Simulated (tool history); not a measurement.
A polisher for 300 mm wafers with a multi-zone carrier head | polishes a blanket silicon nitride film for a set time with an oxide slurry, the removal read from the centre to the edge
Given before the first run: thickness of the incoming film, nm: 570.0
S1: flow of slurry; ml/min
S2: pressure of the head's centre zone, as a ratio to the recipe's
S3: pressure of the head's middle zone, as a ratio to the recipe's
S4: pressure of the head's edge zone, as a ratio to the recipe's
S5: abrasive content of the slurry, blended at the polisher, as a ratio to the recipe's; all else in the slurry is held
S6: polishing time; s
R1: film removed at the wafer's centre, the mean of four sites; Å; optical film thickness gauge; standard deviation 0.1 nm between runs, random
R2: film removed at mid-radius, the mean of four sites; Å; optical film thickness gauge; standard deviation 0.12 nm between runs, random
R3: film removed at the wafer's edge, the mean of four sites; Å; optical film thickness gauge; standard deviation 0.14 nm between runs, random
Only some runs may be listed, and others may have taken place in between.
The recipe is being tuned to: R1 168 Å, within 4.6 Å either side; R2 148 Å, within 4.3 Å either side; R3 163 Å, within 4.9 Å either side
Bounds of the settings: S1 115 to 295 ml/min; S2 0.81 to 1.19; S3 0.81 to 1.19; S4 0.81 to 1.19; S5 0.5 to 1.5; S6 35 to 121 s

run,day,S1,S2,S3,S4,S5,S6,R1,R2,R3
1,0,190,1,1,1,1,78,279.76,282.43,282.37
2,0.317,190,1,1,1.06,1,78,277.04,287.07,288.64
3,0.65,185,1,0.97,1.02,0.9,73,248.71,249.21,253.35
4,0.921,185,1,1.05,1.02,0.9,73,252.93,266.69,255.23
5,1.192,185,0.94,1.05,1.02,0.9,73,236.17,267.84,255.98
6,1.362,180,0.95,1,0.99,0.8,70,220.05,234.84,232.04
7,1.638,175,0.96,0.96,0.96,0.75,67,207.77,213.8,215.55
8,1.704,175,0.96,0.96,0.96,0.75,67,207.15,213.55,216.24
9,1.938,170,0.97,0.93,0.94,0.7,65,193.54,198.45,199.16
10,2.096,170,0.97,0.93,0.94,0.7,65,195.95,195.39,201.95
11,2.396,165,0.98,0.91,0.92,0.65,64,190.73,185.29,189.56
12,2.442,155,0.98,0.89,0.92,0.6,63,181.73,172.37,184.17
13,2.592,150,0.98,0.87,0.9,0.6,63,179.99,170.43,181.54
14,2.725,135,1.02,0.81,0.88,0.5,59,163.63,138.96,155.88
15,2.804,140,1.02,0.82,0.88,0.5,59,164.24,138.73,157.53
16,3.142,145,1.02,0.83,0.88,0.5,59,161.96,140.88,155.36
17,3.45,145,1.02,0.84,0.89,0.5,59,163.57,143.96,158.01

5 next moves are on the table. One of them brings every result within its allowed miss. Which?
A,3.758,165,0.98,0.87,0.81,0.6,54,?,?,?
B,3.758,160,1.05,0.88,0.88,0.55,55,?,?,?
C,3.758,150,1,0.84,0.88,0.5,61,?,?,?
D,3.758,215,0.91,0.86,0.89,0.5,60,?,?,?
E,3.758,185,0.98,0.91,1.02,0.5,57,?,?,?

move,R1,R2,R3
A,158.61,147.24,149.92
B,167.67,146.57,153.31
C,170.15,150.6,164.07
D,159.52,157.54,167.21
E,160.34,154.15,166.71
A: lands further from the targets than the last run did
B: lands further from the targets than the last run did
C: each result inside its tolerance
D: the furthest-off result lands on target, but another misses its tolerance
E: the furthest-off result lands on target, but another misses its tolerance
Correct choice: C, which meets every target
